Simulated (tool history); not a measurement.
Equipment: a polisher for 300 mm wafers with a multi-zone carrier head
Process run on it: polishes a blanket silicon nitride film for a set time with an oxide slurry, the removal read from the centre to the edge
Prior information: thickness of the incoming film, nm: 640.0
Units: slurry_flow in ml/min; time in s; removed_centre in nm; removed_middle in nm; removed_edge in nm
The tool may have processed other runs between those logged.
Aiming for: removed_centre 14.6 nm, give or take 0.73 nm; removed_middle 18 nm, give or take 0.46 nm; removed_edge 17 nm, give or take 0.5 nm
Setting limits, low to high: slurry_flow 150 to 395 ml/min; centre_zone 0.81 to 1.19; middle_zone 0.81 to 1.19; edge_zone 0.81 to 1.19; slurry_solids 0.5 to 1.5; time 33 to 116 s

run 1 hour=0 | slurry_flow=250 centre_zone=1 middle_zone=1 edge_zone=1 slurry_solids=1 time=74 | removed_centre=30.875 removed_middle=30.774 removed_edge=30.505
run 2 hour=6.4 | slurry_flow=250 centre_zone=1 middle_zone=1 edge_zone=1 slurry_solids=1 time=81 | removed_centre=34.288 removed_middle=33.553 removed_edge=33.578
run 3 hour=8.5 | slurry_flow=250 centre_zone=1 middle_zone=1 edge_zone=1.07 slurry_solids=1 time=81 | removed_centre=33.434 removed_middle=33.606 removed_edge=34.982
run 4 hour=16.9 | slurry_flow=250 centre_zone=1.09 middle_zone=1 edge_zone=1.07 slurry_solids=1 time=81 | removed_centre=37.511 removed_middle=33.437 removed_edge=34.641
run 5 hour=21.2 | slurry_flow=250 centre_zone=1.09 middle_zone=1 edge_zone=1.07 slurry_solids=1 time=71 | removed_centre=32.117 removed_middle=29.656 removed_edge=30.655
run 6 hour=28.1 | slurry_flow=240 centre_zone=1.02 middle_zone=1 edge_zone=1.02 slurry_solids=0.85 time=64 | removed_centre=25.139 removed_middle=24.589 removed_edge=24.471
run 7 hour=29.7 | slurry_flow=240 centre_zone=1.02 middle_zone=1 edge_zone=1.02 slurry_solids=0.85 time=64 | removed_centre=25.458 removed_middle=24.579 removed_edge=24.719
run 8 hour=32 | slurry_flow=195 centre_zone=0.92 middle_zone=1.02 edge_zone=0.92 slurry_solids=0.6 time=51 | removed_centre=14.728 removed_middle=15.85 removed_edge=15.134
run 9 hour=35.2 | slurry_flow=265 centre_zone=0.84 middle_zone=1.1 edge_zone=1.02 slurry_solids=0.6 time=51 | removed_centre=13.689 removed_middle=17.64 removed_edge=16.331

Exercise: of the 5 proposed moves below, exactly one satisfies all targets within the stated allowed misses. Which move is it?
run A hour=38.4 | slurry_flow=265 centre_zone=0.85 middle_zone=1.16 edge_zone=1.06 slurry_solids=0.55 time=52 | removed_centre=? removed_middle=? removed_edge=?
run B hour=38.4 | slurry_flow=295 centre_zone=0.84 middle_zone=1.07 edge_zone=1.03 slurry_solids=0.8 time=45 | removed_centre=? removed_middle=? removed_edge=?
run C hour=38.4 | slurry_flow=245 centre_zone=0.88 middle_zone=1.1 edge_zone=0.91 slurry_solids=0.6 time=52 | removed_centre=? removed_middle=? removed_edge=?
run D hour=38.4 | slurry_flow=310 centre_zone=0.96 middle_zone=1.16 edge_zone=1.01 slurry_solids=0.6 time=49 | removed_centre=? removed_middle=? removed_edge=?
run E hour=38.4 | slurry_flow=220 centre_zone=0.86 middle_zone=1.17 edge_zone=0.95 slurry_solids=0.7 time=47 | removed_centre=? removed_middle=? removed_edge=?

move=A removed_centre=13.489 removed_middle=17.694 removed_edge=16.02
move=B removed_centre=14.509 removed_middle=17.959 removed_edge=17.151
move=C removed_centre=14.577 removed_middle=17.667 removed_edge=15.612
move=D removed_centre=15.456 removed_middle=17.889 removed_edge=15.76
move=E removed_centre=13.861 removed_middle=18.154 removed_edge=15.564
A: further off than the last run
B: in spec on every target
C: further off than the last run
D: further off than the last run
E: further off than the last run
Go with B: it meets all targets.
